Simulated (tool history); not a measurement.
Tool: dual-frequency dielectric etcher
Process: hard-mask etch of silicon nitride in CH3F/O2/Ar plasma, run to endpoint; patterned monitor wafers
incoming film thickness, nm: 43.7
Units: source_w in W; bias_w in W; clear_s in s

run,hour,source_w,bias_w,clear_s
1,0,370,77,69.992
2,6.4,370,68,73.504
3,15,370,62,78.507
4,16.4,390,66,73.964
5,21.8,330,66,78.996
6,26.6,360,69,74.193
7,31.8,390,71,71.198

Run 8 comes next. What will it give?
8,37.7,410,73,?

clear_s: 69.159 s
